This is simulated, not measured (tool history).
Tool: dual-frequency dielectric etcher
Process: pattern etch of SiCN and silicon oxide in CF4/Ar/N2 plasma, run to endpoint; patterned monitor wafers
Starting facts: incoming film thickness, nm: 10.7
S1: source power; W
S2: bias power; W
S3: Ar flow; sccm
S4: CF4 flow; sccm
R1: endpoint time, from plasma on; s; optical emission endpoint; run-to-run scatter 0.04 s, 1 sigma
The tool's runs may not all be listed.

{"run": 1, "day": 0.0, "S1": 410, "S2": 95, "S3": 82, "S4": 61, "R1": 11.757}
{"run": 2, "day": 0.221, "S1": 410, "S2": 88, "S3": 82, "S4": 61, "R1": 12.096}
{"run": 3, "day": 0.483, "S1": 410, "S2": 88, "S3": 82, "S4": 71, "R1": 11.782}
{"run": 4, "day": 0.858, "S1": 380, "S2": 88, "S3": 82, "S4": 71, "R1": 12.605}
{"run": 5, "day": 1.192, "S1": 430, "S2": 88, "S3": 82, "S4": 71, "R1": 11.248}
{"run": 6, "day": 1.304, "S1": 430, "S2": 88, "S3": 82, "S4": 80, "R1": 11.03}
{"run": 7, "day": 1.346, "S1": 440, "S2": 88, "S3": 82, "S4": 80, "R1": 10.799}
{"run": 8, "day": 1.488, "S1": 450, "S2": 88, "S3": 82, "S4": 80, "R1": 10.614}
{"run": 9, "day": 1.85, "S1": 460, "S2": 88, "S3": 82, "S4": 80, "R1": 10.362}

Run 10, settings as shown, results not yet in. Your forecast:
{"run": 10, "day": 2.05, "S1": 460, "S2": 88, "S3": 82, "S4": 80, "R1": "?"}

{"run 10": {"R1": 10.419}}
